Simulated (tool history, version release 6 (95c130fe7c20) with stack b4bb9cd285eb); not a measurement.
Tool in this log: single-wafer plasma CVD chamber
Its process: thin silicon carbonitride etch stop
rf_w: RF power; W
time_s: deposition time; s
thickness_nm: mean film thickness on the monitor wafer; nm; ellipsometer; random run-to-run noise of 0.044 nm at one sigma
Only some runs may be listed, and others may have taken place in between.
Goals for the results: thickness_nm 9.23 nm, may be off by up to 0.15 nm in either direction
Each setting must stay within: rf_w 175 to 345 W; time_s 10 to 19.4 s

run,hour,rf_w,time_s,thickness_nm
1,0,260,14.7,8.5723
2,0.7,260,13.9,8.094
3,6.3,260,11.9,6.9444
4,9.8,235,11.9,6.7584
5,11,200,11.9,6.4991
6,17.1,200,13.9,7.5782
7,17.8,200,13.9,7.4795
8,18.9,235,14.2,8.0502
9,21.2,275,14.7,8.7274
10,28.7,285,14.8,8.8433
11,34.3,295,14.9,8.9134
12,38,300,15,9.017
13,44.7,300,15,8.9609

Which of these 5 next moves meets every target?
A,51.4,305,15.3,?
B,51.4,270,14.8,?
C,51.4,290,14.5,?
D,51.4,310,14.4,?
E,51.4,295,14.4,?

move,thickness_nm
A,9.3016
B,8.7195
C,8.7009
D,8.7915
E,8.6791
A: every result within its allowed miss
B: moves away from the targets compared with the last run
C: moves away from the targets compared with the last run
D: moves away from the targets compared with the last run
E: moves away from the targets compared with the last run
So the answer is move A, the one that meets all the targets.

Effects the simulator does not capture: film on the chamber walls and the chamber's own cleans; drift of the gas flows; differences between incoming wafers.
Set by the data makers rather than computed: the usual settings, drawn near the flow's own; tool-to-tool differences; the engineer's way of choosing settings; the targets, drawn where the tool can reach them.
